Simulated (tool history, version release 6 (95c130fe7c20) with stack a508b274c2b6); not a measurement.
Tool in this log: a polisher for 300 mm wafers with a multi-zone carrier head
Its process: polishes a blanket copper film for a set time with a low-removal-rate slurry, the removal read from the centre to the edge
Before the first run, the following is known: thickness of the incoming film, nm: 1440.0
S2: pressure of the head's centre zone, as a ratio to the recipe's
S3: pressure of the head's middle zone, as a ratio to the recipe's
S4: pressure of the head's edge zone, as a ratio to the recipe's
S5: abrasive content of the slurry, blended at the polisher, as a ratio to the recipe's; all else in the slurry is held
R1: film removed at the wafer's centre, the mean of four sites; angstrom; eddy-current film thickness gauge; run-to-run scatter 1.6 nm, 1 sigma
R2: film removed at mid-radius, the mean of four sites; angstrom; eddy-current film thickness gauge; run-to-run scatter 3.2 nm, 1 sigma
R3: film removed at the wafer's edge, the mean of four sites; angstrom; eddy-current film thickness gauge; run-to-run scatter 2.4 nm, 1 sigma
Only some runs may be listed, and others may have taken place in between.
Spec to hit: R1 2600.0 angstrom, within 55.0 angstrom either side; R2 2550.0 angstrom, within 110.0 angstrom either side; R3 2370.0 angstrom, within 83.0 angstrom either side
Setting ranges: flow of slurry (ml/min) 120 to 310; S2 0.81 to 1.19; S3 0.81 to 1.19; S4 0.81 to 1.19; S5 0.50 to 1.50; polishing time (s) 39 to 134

run 1 day=0.000 | flow_of_slurry_(ml/min)=200 S2=1.00 S3=1.00 S4=1.00 S5=1.00 polishing_time_(s)=86 | R1=1935.0 R2=1925.7 R3=1940.5
run 2 day=0.317 | flow_of_slurry_(ml/min)=200 S2=1.05 S3=1.00 S4=1.00 S5=1.00 polishing_time_(s)=86 | R1=2029.6 R2=1924.9 R3=1967.6
run 3 day=0.571 | flow_of_slurry_(ml/min)=220 S2=1.09 S3=1.05 S4=1.03 S5=1.10 polishing_time_(s)=86 | R1=2149.1 R2=2067.5 R3=2004.2
run 4 day=0.733 | flow_of_slurry_(ml/min)=230 S2=1.11 S3=1.07 S4=1.06 S5=1.20 polishing_time_(s)=88 | R1=2325.5 R2=2174.4 R3=2144.7
run 5 day=0.758 | flow_of_slurry_(ml/min)=180 S2=1.11 S3=1.07 S4=1.06 S5=1.20 polishing_time_(s)=88 | R1=2208.1 R2=2119.2 R3=2117.2
run 6 day=1.112 | flow_of_slurry_(ml/min)=180 S2=1.11 S3=1.07 S4=0.98 S5=1.20 polishing_time_(s)=88 | R1=2217.4 R2=2143.4 R3=1979.2
run 7 day=1.258 | flow_of_slurry_(ml/min)=180 S2=1.11 S3=1.07 S4=0.98 S5=1.20 polishing_time_(s)=88 | R1=2217.9 R2=2110.4 R3=2000.2
run 8 day=1.529 | flow_of_slurry_(ml/min)=200 S2=1.12 S3=1.10 S4=1.02 S5=1.25 polishing_time_(s)=88 | R1=2289.6 R2=2210.3 R3=2091.8

Which single option among these 5 for the next run brings every result within its allowed miss of target? Just one does.
run A day=1.800 | flow_of_slurry_(ml/min)=155 S2=0.96 S3=1.16 S4=1.18 S5=1.10 polishing_time_(s)=101 | R1=? R2=? R3=?
run B day=1.800 | flow_of_slurry_(ml/min)=215 S2=1.18 S3=1.04 S4=1.02 S5=1.35 polishing_time_(s)=94 | R1=? R2=? R3=?
run C day=1.800 | flow_of_slurry_(ml/min)=185 S2=1.10 S3=1.08 S4=0.98 S5=1.15 polishing_time_(s)=104 | R1=? R2=? R3=?
run D day=1.800 | flow_of_slurry_(ml/min)=180 S2=1.02 S3=1.06 S4=1.04 S5=1.05 polishing_time_(s)=87 | R1=? R2=? R3=?
run E day=1.800 | flow_of_slurry_(ml/min)=180 S2=0.92 S3=0.90 S4=1.19 S5=1.10 polishing_time_(s)=98 | R1=? R2=? R3=?

move=A R1=2098.5 R2=2546.8 R3=2437.8
move=B R1=2664.5 R2=2374.8 R3=2288.9
move=C R1=2595.5 R2=2571.9 R3=2366.7
move=D R1=1968.2 R2=2073.3 R3=1997.7
move=E R1=2012.7 R2=2053.0 R3=2435.5
A: misses by more than the last run did
B: pushes the last run's worst result past its target
C: in spec on every target
D: misses by more than the last run did
E: misses by more than the last run did
C is the move that brings every result within its allowed miss.
